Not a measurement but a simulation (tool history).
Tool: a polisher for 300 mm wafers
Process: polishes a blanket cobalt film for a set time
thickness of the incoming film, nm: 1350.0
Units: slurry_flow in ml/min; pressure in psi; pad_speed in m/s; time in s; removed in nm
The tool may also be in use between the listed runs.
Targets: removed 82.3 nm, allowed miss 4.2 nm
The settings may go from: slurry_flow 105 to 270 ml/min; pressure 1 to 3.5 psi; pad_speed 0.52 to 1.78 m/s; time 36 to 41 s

run	day	slurry_flow	pressure	pad_speed	time	removed
1	0	175	2.2	1.14	41	264.92
2	0.367	175	2	1.04	40	215.79
3	0.567	175	2.4	1.04	40	260.17
4	0.65	175	2.4	1.04	36	234.79
5	0.712	175	2.4	1.04	41	256.15
6	0.892	205	2.4	1.04	41	270.89
7	1.179	200	2.2	0.96	40	218.8
8	1.204	200	2	0.9	40	185.45
9	1.575	200	1.9	0.86	40	172.3
10	1.675	200	1.8	0.82	40	157.97
11	1.817	200	1.2	0.52	38	65.562
12	2.1	205	1.2	0.52	38	67.472
13	2.262	210	1.2	0.52	38	67.799
14	2.583	215	1.2	0.52	38	66.981
15	2.704	215	1.7	0.54	38	95.991
16	2.879	210	1.7	0.54	38	97.38
17	3.183	210	1.3	0.52	38	72.073
18	3.442	215	1.4	0.52	38	77.708
19	3.6	220	1.4	0.52	38	78.101
20	3.875	225	1.4	0.52	38	78.361

Which of these 4 next moves meets every target?
A	4.15	230	1.3	0.52	39	?
B	4.15	270	1.4	0.58	36	?
C	4.15	210	1.6	0.56	37	?
D	4.15	230	1.3	0.54	37	?

move	removed
A	72.803
B	81.293
C	89.297
D	71.558
A: further off than the last run
B: meets every target
C: takes the result that was furthest off past its target
D: further off than the last run
The right move is B.
